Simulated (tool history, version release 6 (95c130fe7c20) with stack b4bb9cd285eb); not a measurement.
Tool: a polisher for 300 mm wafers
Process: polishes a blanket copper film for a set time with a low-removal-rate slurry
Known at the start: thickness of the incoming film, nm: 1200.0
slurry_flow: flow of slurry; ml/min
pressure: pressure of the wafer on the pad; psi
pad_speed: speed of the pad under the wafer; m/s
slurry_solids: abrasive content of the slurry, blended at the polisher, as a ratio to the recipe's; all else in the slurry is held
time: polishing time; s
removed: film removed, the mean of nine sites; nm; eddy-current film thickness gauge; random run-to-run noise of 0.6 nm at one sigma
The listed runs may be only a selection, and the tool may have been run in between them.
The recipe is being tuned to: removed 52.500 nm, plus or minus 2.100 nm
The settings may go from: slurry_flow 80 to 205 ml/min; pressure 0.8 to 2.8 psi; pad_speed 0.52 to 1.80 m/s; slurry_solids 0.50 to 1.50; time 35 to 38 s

{"run": 1, "hour": 0.0, "slurry_flow": 135, "pressure": 1.8, "pad_speed": 1.16, "slurry_solids": 1.0, "time": 38, "removed": 88.124}
{"run": 2, "hour": 7.2, "slurry_flow": 135, "pressure": 1.8, "pad_speed": 1.16, "slurry_solids": 0.85, "time": 38, "removed": 85.762}
{"run": 3, "hour": 16.1, "slurry_flow": 135, "pressure": 1.8, "pad_speed": 1.16, "slurry_solids": 0.85, "time": 35, "removed": 76.427}
{"run": 4, "hour": 22.8, "slurry_flow": 130, "pressure": 1.6, "pad_speed": 1.16, "slurry_solids": 0.85, "time": 35, "removed": 69.693}
{"run": 5, "hour": 30.1, "slurry_flow": 130, "pressure": 1.5, "pad_speed": 1.16, "slurry_solids": 0.85, "time": 35, "removed": 67.92}
{"run": 6, "hour": 32.4, "slurry_flow": 130, "pressure": 1.4, "pad_speed": 1.16, "slurry_solids": 0.85, "time": 35, "removed": 64.399}
{"run": 7, "hour": 37.7, "slurry_flow": 125, "pressure": 1.3, "pad_speed": 1.16, "slurry_solids": 0.85, "time": 35, "removed": 59.69}
{"run": 8, "hour": 43.0, "slurry_flow": 120, "pressure": 1.3, "pad_speed": 1.16, "slurry_solids": 0.85, "time": 35, "removed": 59.318}
{"run": 9, "hour": 48.3, "slurry_flow": 115, "pressure": 1.3, "pad_speed": 1.16, "slurry_solids": 0.85, "time": 35, "removed": 58.767}
{"run": 10, "hour": 52.5, "slurry_flow": 110, "pressure": 1.3, "pad_speed": 1.16, "slurry_solids": 0.85, "time": 35, "removed": 57.681}
{"run": 11, "hour": 56.2, "slurry_flow": 105, "pressure": 1.3, "pad_speed": 1.16, "slurry_solids": 0.85, "time": 35, "removed": 56.296}
{"run": 12, "hour": 64.7, "slurry_flow": 100, "pressure": 1.3, "pad_speed": 1.16, "slurry_solids": 0.85, "time": 35, "removed": 57.694}

Which of these 4 next moves meets every target?
{"run": "A", "hour": 73.2, "slurry_flow": 110, "pressure": 1.2, "pad_speed": 1.02, "slurry_solids": 0.95, "time": 35, "removed": "?"}
{"run": "B", "hour": 73.2, "slurry_flow": 80, "pressure": 1.2, "pad_speed": 1.44, "slurry_solids": 0.8, "time": 38, "removed": "?"}
{"run": "C", "hour": 73.2, "slurry_flow": 125, "pressure": 1.1, "pad_speed": 1.26, "slurry_solids": 0.75, "time": 38, "removed": "?"}
{"run": "D", "hour": 73.2, "slurry_flow": 85, "pressure": 1.3, "pad_speed": 1.32, "slurry_solids": 0.7, "time": 36, "removed": "?"}

move=A removed=53.773
move=B removed=63.153
move=C removed=58.994
move=D removed=57.890
A: every result lands within tolerance
B: lands further from the targets than the last run did
C: lands further from the targets than the last run did
D: no better and no worse than the last run
Answer: A

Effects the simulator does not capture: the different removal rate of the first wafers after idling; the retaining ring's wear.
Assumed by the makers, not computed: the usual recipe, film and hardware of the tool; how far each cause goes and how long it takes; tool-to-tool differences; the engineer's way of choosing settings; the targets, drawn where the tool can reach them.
